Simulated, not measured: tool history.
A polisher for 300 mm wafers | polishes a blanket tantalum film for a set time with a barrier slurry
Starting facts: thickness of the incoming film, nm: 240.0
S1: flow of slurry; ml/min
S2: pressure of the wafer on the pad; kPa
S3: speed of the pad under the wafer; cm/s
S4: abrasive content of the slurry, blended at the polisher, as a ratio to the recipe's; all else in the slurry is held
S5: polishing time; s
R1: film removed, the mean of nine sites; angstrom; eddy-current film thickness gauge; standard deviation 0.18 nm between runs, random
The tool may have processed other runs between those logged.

{"run": 1, "hour": 0.0, "S1": 160, "S2": 11.7, "S3": 80, "S4": 1, "S5": 30, "R1": 306.61}
{"run": 2, "hour": 6.7, "S1": 155, "S2": 11, "S3": 80, "S4": 1, "S5": 30, "R1": 285.61}
{"run": 3, "hour": 15.3, "S1": 150, "S2": 10.3, "S3": 80, "S4": 1, "S5": 30, "R1": 269.38}
{"run": 4, "hour": 23.5, "S1": 145, "S2": 9.7, "S3": 80, "S4": 1, "S5": 30, "R1": 250.17}
{"run": 5, "hour": 32.2, "S1": 140, "S2": 9.7, "S3": 80, "S4": 1, "S5": 30, "R1": 250.92}
{"run": 6, "hour": 41.0, "S1": 140, "S2": 9, "S3": 80, "S4": 1, "S5": 30, "R1": 230.57}
{"run": 7, "hour": 48.3, "S1": 135, "S2": 9, "S3": 80, "S4": 1, "S5": 30, "R1": 230.33}
{"run": 8, "hour": 50.0, "S1": 130, "S2": 9, "S3": 80, "S4": 1, "S5": 30, "R1": 227.4}

What does the tool deliver on the next run?
{"hour": 51.6, "done": "worn pad replaced by a new one"}
{"run": 9, "hour": 51.6, "S1": 125, "S2": 9, "S3": 80, "S4": 1, "S5": 30, "R1": "?"}

For run 9 the tool returned R1 248.12 angstrom.
